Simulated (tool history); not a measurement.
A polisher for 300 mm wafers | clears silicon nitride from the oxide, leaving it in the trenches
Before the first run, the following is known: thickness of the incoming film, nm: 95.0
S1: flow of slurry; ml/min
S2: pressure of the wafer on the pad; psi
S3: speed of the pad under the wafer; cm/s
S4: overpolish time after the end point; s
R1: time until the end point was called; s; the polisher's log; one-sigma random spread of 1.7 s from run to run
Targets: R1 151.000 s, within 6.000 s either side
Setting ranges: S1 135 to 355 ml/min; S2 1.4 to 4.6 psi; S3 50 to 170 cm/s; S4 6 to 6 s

run    day   S1   S2   S3  S4       R1
  1  0.000  225  3.0  110   6   95.340
  2  0.142  225  3.0  110   6   94.857
  3  0.492  225  2.7  110   6  104.430
  4  0.512  225  2.7  110   6  103.440
  5  0.671  225  2.3  110   6  123.930
  6  0.854  225  2.2  110   6  128.660
  7  1.083  225  2.1  110   6  132.800
  8  1.204  220  1.7  110   6  164.150
  9  1.288  225  1.7  110   6  164.070

Exercise: of the 5 proposed moves below, exactly one satisfies all targets within the stated allowed misses. Which move is it?
  A  1.371  220  1.9  108   6   ?
  B  1.371  135  1.4  126   6   ?
  C  1.371  240  2.0   92   6   ?
  D  1.371  260  1.8  102   6   ?
  E  1.371  195  1.8  100   6   ?

move       R1
   A  148.050
   B  185.770
   C  162.810
   D  161.440
   E  170.850
A: meets every target
B: the biggest miss grows against the last run
C: closes in on the targets versus the last run, not all within tolerance yet
D: closes in on the targets versus the last run, not all within tolerance yet
E: the biggest miss grows against the last run
Correct choice: A, which meets every target

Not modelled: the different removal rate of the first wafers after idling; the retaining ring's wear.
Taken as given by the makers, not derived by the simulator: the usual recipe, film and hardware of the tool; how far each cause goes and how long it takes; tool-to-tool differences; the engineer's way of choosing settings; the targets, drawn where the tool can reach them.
